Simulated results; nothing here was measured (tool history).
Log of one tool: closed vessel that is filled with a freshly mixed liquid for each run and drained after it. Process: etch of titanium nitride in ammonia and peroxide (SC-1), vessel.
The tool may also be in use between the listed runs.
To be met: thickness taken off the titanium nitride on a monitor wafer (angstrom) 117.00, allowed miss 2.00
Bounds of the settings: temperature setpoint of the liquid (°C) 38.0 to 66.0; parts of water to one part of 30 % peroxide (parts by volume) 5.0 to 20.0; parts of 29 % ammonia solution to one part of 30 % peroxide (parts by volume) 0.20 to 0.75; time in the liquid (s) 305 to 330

run,hour,temperature setpoint of the liquid (°C),parts of water to one part of 30 % peroxide (parts by volume),parts of 29 % ammonia solution to one part of 30 % peroxide (parts by volume),time in the liquid (s),thickness taken off the titanium nitride on a monitor wafer (angstrom)
1,0.0,50.0,11.0,0.45,305,221.61
2,5.1,47.5,11.0,0.45,305,187.34
3,11.9,47.5,11.0,0.45,330,200.69
4,20.4,47.5,11.0,0.45,305,185.86
5,22.8,47.5,11.0,0.45,305,185.41
6,28.3,47.5,11.0,0.50,305,188.66
7,35.6,45.5,11.0,0.50,305,164.04
# hour 43.3: ammonia flow meter replaced
8,43.3,44.0,11.0,0.50,305,150.37
9,44.5,43.0,11.0,0.50,305,139.37
10,53.0,40.0,11.0,0.50,305,112.51

Which of these 5 next moves meets every target?
A,61.5,38.0,9.0,0.50,305,?
B,61.5,42.5,16.5,0.65,305,?
C,61.5,39.0,9.5,0.50,305,?
D,61.5,39.0,9.5,0.50,315,?
E,61.5,38.0,8.0,0.45,305,?

move,thickness taken off the titanium nitride on a monitor wafer (angstrom)
A,107.76
B,114.13
C,112.95
D,116.65
E,112.40
A: further off than the last run
B: nearer than the last run, and not there yet
C: nearer than the last run, and not there yet
D: meets every target
E: as far off as the last run
Move D is the one to make.
